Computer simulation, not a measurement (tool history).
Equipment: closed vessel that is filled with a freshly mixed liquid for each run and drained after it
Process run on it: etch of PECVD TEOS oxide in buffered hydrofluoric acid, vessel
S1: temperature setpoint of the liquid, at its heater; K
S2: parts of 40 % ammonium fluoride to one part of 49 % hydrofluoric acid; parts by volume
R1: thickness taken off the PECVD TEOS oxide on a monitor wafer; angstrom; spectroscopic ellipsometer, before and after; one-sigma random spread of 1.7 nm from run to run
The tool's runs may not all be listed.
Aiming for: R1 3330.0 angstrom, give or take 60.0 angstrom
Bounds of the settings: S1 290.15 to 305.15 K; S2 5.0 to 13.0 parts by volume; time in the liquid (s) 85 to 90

run 1 hour=0.0 | S1=297.15 S2=8.0 time_in_the_liquid_(s)=85 | R1=1619.6
run 2 hour=2.7 | S1=299.15 S2=7.5 time_in_the_liquid_(s)=85 | R1=1914.2
run 3 hour=6.6 | S1=300.65 S2=7.0 time_in_the_liquid_(s)=85 | R1=2244.6
run 4 hour=12.8 | S1=304.15 S2=7.0 time_in_the_liquid_(s)=85 | R1=2683.9
run 5 hour=17.5 | S1=304.15 S2=7.0 time_in_the_liquid_(s)=90 | R1=2872.0
run 6 hour=26.4 | S1=305.15 S2=7.0 time_in_the_liquid_(s)=90 | R1=3009.5
run 7 hour=27.8 | S1=305.15 S2=6.5 time_in_the_liquid_(s)=90 | R1=3242.0
run 8 hour=31.9 | S1=305.15 S2=6.0 time_in_the_liquid_(s)=90 | R1=3443.1

4 candidate next runs follow, results not yet known. Just one meets every target within its allowed miss. Identify it.
run A hour=36.0 | S1=305.15 S2=6.5 time_in_the_liquid_(s)=90 | R1=?
run B hour=36.0 | S1=304.65 S2=6.0 time_in_the_liquid_(s)=85 | R1=?
run C hour=36.0 | S1=302.65 S2=5.0 time_in_the_liquid_(s)=85 | R1=?
run D hour=36.0 | S1=305.15 S2=5.5 time_in_the_liquid_(s)=85 | R1=?

move=A R1=3231.2
move=B R1=3186.5
move=C R1=3348.7
move=D R1=3519.4
A: takes the biggest miss from the last run beyond its target
B: takes the biggest miss from the last run beyond its target
C: all results land within tolerance of their targets
D: lands further from the targets than the last run did
The move that meets every target is C.
